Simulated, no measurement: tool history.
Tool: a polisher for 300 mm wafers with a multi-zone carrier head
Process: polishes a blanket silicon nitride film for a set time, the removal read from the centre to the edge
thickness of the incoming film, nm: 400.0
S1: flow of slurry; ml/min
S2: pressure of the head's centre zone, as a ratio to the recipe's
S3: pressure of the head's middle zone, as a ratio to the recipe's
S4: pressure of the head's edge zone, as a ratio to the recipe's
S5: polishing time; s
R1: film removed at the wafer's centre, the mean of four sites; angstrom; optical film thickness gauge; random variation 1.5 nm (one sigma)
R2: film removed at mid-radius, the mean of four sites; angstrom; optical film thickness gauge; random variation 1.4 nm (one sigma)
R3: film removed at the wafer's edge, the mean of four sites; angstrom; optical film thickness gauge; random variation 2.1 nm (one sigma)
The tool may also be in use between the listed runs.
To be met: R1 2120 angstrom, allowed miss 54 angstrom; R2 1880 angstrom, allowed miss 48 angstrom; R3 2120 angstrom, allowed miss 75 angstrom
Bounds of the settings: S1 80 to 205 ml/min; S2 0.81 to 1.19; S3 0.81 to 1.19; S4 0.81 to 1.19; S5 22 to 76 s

run  hour   S1    S2    S3    S4  S5      R1      R2      R3
  1     0  135     1     1     1  49  1681.2    1625  1566.9
  2   0.5  145     1  0.98  1.05  51    1804  1684.5  1624.6
  3   8.1  145     1  0.98  1.05  59  2060.5    1972  1889.4
  4   8.9  130     1  0.95  1.07  61  2067.8  1935.4  1927.7
     17.4  -- edge zone pressure recalibrated
  5  17.4  120  0.99  0.92  1.09  63  2070.8  1885.7  2129.3
  6  21.6  140  0.99  0.92  1.09  63  2132.4  1954.5  2164.1
  7  24.7  135  0.99  0.92  1.09  63  2132.7  1964.5  2182.7
  8  29.2  130     1  0.92  1.09  63  2091.3    1926  2166.5
  9  34.5  130  1.01  0.92  1.08  63  2157.1  1957.5  2147.4

Which of these 5 next moves meets every target?
  A  39.8  100  1.05  0.94  1.11  65   ?   ?   ?
  B  39.8  115  0.99  0.95  1.07  66   ?   ?   ?
  C  39.8  105  1.07  0.86   1.1  67   ?   ?   ?
  D  39.8  110  1.09     1  1.16  63   ?   ?   ?
  E  39.8  145  0.97  0.91  1.07  66   ?   ?   ?

move      R1      R2      R3
   A  2153.3  1913.1  2148.4
   B    2164    2046  2207.6
   C    2302  1860.5    2231
   D  2243.6  2011.8  2168.2
   E  2260.9  2089.9  2299.4
A: meets every target
B: further off than the last run
C: brings the result that was furthest off to its target, and leaves another outside
D: further off than the last run
E: further off than the last run
Answer: A
